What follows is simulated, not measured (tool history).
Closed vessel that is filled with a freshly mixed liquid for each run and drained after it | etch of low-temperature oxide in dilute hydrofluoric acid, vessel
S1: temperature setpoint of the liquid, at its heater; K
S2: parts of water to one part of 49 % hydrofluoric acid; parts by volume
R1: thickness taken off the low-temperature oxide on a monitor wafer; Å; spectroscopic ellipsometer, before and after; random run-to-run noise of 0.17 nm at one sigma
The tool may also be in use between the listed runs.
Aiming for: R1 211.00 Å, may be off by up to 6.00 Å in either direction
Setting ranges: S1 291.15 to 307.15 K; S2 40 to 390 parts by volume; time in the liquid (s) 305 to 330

{"run": 1, "hour": 0.0, "S1": 299.15, "S2": 215, "time in the liquid (s)": 305, "R1": 244.19}
{"run": 2, "hour": 7.4, "S1": 298.15, "S2": 215, "time in the liquid (s)": 305, "R1": 240.82}
{"run": 3, "hour": 8.8, "S1": 298.15, "S2": 215, "time in the liquid (s)": 330, "R1": 256.93}
{"run": 4, "hour": 10.8, "S1": 298.15, "S2": 215, "time in the liquid (s)": 305, "R1": 238.08}
{"run": 5, "hour": 12.6, "S1": 297.15, "S2": 215, "time in the liquid (s)": 305, "R1": 230.28}
{"run": 6, "hour": 18.3, "S1": 297.15, "S2": 215, "time in the liquid (s)": 305, "R1": 230.81}
{"run": 7, "hour": 26.8, "S1": 297.15, "S2": 215, "time in the liquid (s)": 305, "R1": 233.94}
{"run": 8, "hour": 35.7, "S1": 296.15, "S2": 215, "time in the liquid (s)": 305, "R1": 225.36}

Consider the 4 candidate settings below. Which is the only one whose results all fall within their allowed miss of target?
{"run": "A", "hour": 44.6, "S1": 295.65, "S2": 210, "time in the liquid (s)": 330, "R1": "?"}
{"run": "B", "hour": 44.6, "S1": 298.15, "S2": 235, "time in the liquid (s)": 305, "R1": "?"}
{"run": "C", "hour": 44.6, "S1": 298.65, "S2": 220, "time in the liquid (s)": 305, "R1": "?"}
{"run": "D", "hour": 44.6, "S1": 297.15, "S2": 240, "time in the liquid (s)": 305, "R1": "?"}

move=A R1=243.53
move=B R1=213.98
move=C R1=236.69
move=D R1=201.11
A: lands further from the targets than the last run did
B: every result within its allowed miss
C: lands further from the targets than the last run did
D: takes the biggest miss from the last run beyond its target
Answer: B

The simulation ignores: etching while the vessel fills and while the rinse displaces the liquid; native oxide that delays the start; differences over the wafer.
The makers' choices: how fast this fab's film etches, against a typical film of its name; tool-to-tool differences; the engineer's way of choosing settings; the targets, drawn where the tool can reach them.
